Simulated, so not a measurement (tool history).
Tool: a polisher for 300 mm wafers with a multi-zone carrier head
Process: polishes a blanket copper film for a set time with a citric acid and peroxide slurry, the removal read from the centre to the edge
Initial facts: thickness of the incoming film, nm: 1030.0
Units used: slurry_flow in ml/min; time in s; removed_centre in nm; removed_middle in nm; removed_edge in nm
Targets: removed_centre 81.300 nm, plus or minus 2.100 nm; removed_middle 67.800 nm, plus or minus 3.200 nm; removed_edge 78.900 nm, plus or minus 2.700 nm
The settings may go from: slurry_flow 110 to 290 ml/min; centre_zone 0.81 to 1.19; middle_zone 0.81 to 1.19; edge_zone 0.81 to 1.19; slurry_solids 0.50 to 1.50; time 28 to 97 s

{"run": 1, "hour": 0.0, "slurry_flow": 185, "centre_zone": 1.0, "middle_zone": 1.0, "edge_zone": 1.0, "slurry_solids": 1.0, "time": 62, "removed_centre": 117.21, "removed_middle": 116.94, "removed_edge": 114.1}
{"run": 2, "hour": 4.1, "slurry_flow": 180, "centre_zone": 1.0, "middle_zone": 0.97, "edge_zone": 1.0, "slurry_solids": 0.95, "time": 60, "removed_centre": 112.02, "removed_middle": 108.56, "removed_edge": 108.86}
{"run": 3, "hour": 5.4, "slurry_flow": 175, "centre_zone": 1.0, "middle_zone": 0.94, "edge_zone": 1.0, "slurry_solids": 0.9, "time": 58, "removed_centre": 107.27, "removed_middle": 103.33, "removed_edge": 104.51}
{"run": 4, "hour": 10.1, "slurry_flow": 175, "centre_zone": 1.08, "middle_zone": 0.94, "edge_zone": 1.0, "slurry_solids": 0.9, "time": 58, "removed_centre": 114.99, "removed_middle": 103.4, "removed_edge": 104.06}
{"run": 5, "hour": 15.8, "slurry_flow": 175, "centre_zone": 1.08, "middle_zone": 1.02, "edge_zone": 1.0, "slurry_solids": 0.9, "time": 58, "removed_centre": 113.46, "removed_middle": 110.09, "removed_edge": 105.17}
{"run": 6, "hour": 24.6, "slurry_flow": 150, "centre_zone": 1.08, "middle_zone": 1.02, "edge_zone": 1.0, "slurry_solids": 0.9, "time": 58, "removed_centre": 112.0, "removed_middle": 109.62, "removed_edge": 102.83}
{"hour": 33.0, "done": "edge zone pressure recalibrated"}
{"run": 7, "hour": 33.0, "slurry_flow": 165, "centre_zone": 1.07, "middle_zone": 0.99, "edge_zone": 1.01, "slurry_solids": 0.85, "time": 55, "removed_centre": 106.06, "removed_middle": 99.849, "removed_edge": 104.12}
{"run": 8, "hour": 40.2, "slurry_flow": 170, "centre_zone": 1.07, "middle_zone": 0.97, "edge_zone": 0.99, "slurry_solids": 0.8, "time": 53, "removed_centre": 100.64, "removed_middle": 93.82, "removed_edge": 95.047}
{"run": 9, "hour": 45.5, "slurry_flow": 180, "centre_zone": 1.06, "middle_zone": 0.95, "edge_zone": 0.98, "slurry_solids": 0.75, "time": 52, "removed_centre": 96.664, "removed_middle": 88.884, "removed_edge": 94.531}
{"run": 10, "hour": 46.5, "slurry_flow": 185, "centre_zone": 1.06, "middle_zone": 0.93, "edge_zone": 0.96, "slurry_solids": 0.7, "time": 51, "removed_centre": 93.461, "removed_middle": 83.729, "removed_edge": 90.429}

4 candidate next runs follow, results not yet known. Just one meets every target within its allowed miss. Identify it.
{"run": "A", "hour": 47.5, "slurry_flow": 180, "centre_zone": 1.11, "middle_zone": 0.9, "edge_zone": 0.94, "slurry_solids": 0.7, "time": 46, "removed_centre": "?", "removed_middle": "?", "removed_edge": "?"}
{"run": "B", "hour": 47.5, "slurry_flow": 195, "centre_zone": 1.09, "middle_zone": 0.88, "edge_zone": 1.05, "slurry_solids": 0.5, "time": 47, "removed_centre": "?", "removed_middle": "?", "removed_edge": "?"}
{"run": "C", "hour": 47.5, "slurry_flow": 210, "centre_zone": 1.01, "middle_zone": 0.81, "edge_zone": 1.08, "slurry_solids": 0.5, "time": 50, "removed_centre": "?", "removed_middle": "?", "removed_edge": "?"}
{"run": "D", "hour": 47.5, "slurry_flow": 210, "centre_zone": 1.07, "middle_zone": 0.82, "edge_zone": 1.06, "slurry_solids": 0.5, "time": 50, "removed_centre": "?", "removed_middle": "?", "removed_edge": "?"}

move=A removed_centre=89.071 removed_middle=72.710 removed_edge=79.636
move=B removed_centre=82.449 removed_middle=67.209 removed_edge=78.920
move=C removed_centre=81.975 removed_middle=67.400 removed_edge=85.766
move=D removed_centre=86.888 removed_middle=68.058 removed_edge=84.957
A: nearer than the last run, and not there yet
B: all results in spec
C: the worst result of the last run now meets its target, but another is out of spec
D: nearer than the last run, and not there yet
Answer: B

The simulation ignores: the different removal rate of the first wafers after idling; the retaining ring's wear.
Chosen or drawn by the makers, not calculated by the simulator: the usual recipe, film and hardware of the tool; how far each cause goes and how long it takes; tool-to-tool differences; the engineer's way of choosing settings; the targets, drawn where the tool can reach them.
